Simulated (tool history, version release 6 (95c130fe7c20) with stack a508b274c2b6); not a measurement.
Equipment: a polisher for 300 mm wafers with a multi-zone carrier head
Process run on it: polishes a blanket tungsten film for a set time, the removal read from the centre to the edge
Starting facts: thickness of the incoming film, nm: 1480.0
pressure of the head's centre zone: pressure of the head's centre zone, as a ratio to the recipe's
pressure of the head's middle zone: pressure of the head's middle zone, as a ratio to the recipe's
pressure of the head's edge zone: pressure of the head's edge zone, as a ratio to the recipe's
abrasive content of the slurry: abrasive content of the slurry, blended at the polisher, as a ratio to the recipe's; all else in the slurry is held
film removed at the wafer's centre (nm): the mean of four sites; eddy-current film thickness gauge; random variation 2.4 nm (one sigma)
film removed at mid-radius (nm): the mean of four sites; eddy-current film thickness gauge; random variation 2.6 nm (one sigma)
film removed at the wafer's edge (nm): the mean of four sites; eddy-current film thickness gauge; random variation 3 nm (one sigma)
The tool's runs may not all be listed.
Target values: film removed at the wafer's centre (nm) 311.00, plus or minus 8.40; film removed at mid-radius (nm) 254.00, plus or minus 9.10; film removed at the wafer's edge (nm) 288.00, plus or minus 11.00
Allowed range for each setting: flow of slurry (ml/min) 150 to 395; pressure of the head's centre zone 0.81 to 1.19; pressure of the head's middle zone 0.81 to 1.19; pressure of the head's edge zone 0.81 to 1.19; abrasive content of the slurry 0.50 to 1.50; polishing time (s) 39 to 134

| run | hour | flow of slurry (ml/min) | pressure of the head's centre zone | pressure of the head's middle zone | pressure of the head's edge zone | abrasive content of the slurry | polishing time (s) | film removed at the wafer's centre (nm) | film removed at mid-radius (nm) | film removed at the wafer's edge (nm) |
|---|---|---|---|---|---|---|---|---|---|---|
| 1 | 0.0 | 250 | 1.00 | 1.00 | 1.00 | 1.00 | 86 | 246.29 | 245.49 | 244.90 |
| 2 | 8.3 | 250 | 1.08 | 1.00 | 1.00 | 1.00 | 86 | 266.39 | 242.97 | 245.99 |
| 3 | 14.7 | 265 | 1.10 | 1.00 | 1.05 | 1.05 | 86 | 275.69 | 249.98 | 252.07 |
| 4 | 17.9 | 265 | 1.10 | 1.00 | 1.00 | 1.05 | 86 | 276.17 | 252.24 | 251.86 |
| 5 | 25.5 | 315 | 1.10 | 1.00 | 1.00 | 1.05 | 86 | 281.00 | 253.90 | 258.42 |
| 6 | 27.2 | 315 | 1.03 | 1.00 | 1.00 | 1.05 | 86 | 266.13 | 253.30 | 257.23 |
| 7 | 31.2 | 330 | 1.05 | 0.98 | 1.02 | 1.10 | 86 | 273.63 | 258.16 | 254.73 |
| 8 | 38.6 | 325 | 1.07 | 0.98 | 1.02 | 0.95 | 90 | 284.05 | 258.60 | 262.17 |
| 9 | 43.3 | 315 | 1.07 | 0.93 | 1.05 | 1.00 | 92 | 289.69 | 254.46 | 276.89 |
| 10 | 48.3 | 320 | 1.08 | 0.92 | 1.06 | 1.00 | 92 | 295.15 | 256.16 | 278.66 |
| 11 | 52.5 | 325 | 1.09 | 0.91 | 1.07 | 1.00 | 92 | 298.56 | 249.59 | 278.85 |
| 12 | 60.0 | 330 | 1.09 | 0.91 | 1.08 | 1.00 | 92 | 301.53 | 248.33 | 274.22 |
| 13 | 65.2 | 330 | 1.09 | 0.90 | 1.08 | 1.05 | 92 | 298.06 | 251.70 | 280.14 |

Exactly one of the 5 candidate moves below puts every result within its allowed miss. Which one?
| A | 70.4 | 290 | 0.99 | 0.82 | 1.09 | 1.00 | 97 | ? | ? | ? |
| B | 70.4 | 275 | 1.06 | 0.91 | 1.11 | 1.05 | 90 | ? | ? | ? |
| C | 70.4 | 295 | 1.01 | 0.97 | 1.09 | 1.50 | 84 | ? | ? | ? |
| D | 70.4 | 385 | 1.04 | 0.86 | 1.10 | 1.30 | 86 | ? | ? | ? |
| E | 70.4 | 355 | 1.05 | 0.85 | 0.99 | 1.00 | 98 | ? | ? | ? |

| move | film removed at the wafer's centre (nm) | film removed at mid-radius (nm) | film removed at the wafer's edge (nm) |
|---|---|---|---|
| A | 278.62 | 239.60 | 298.60 |
| B | 278.16 | 243.20 | 280.90 |
| C | 269.59 | 260.78 | 282.12 |
| D | 282.56 | 239.67 | 286.77 |
| E | 305.14 | 254.09 | 291.88 |
A: lands further from the targets than the last run did
B: lands further from the targets than the last run did
C: lands further from the targets than the last run did
D: lands further from the targets than the last run did
E: every result within its allowed miss
E meets every target.
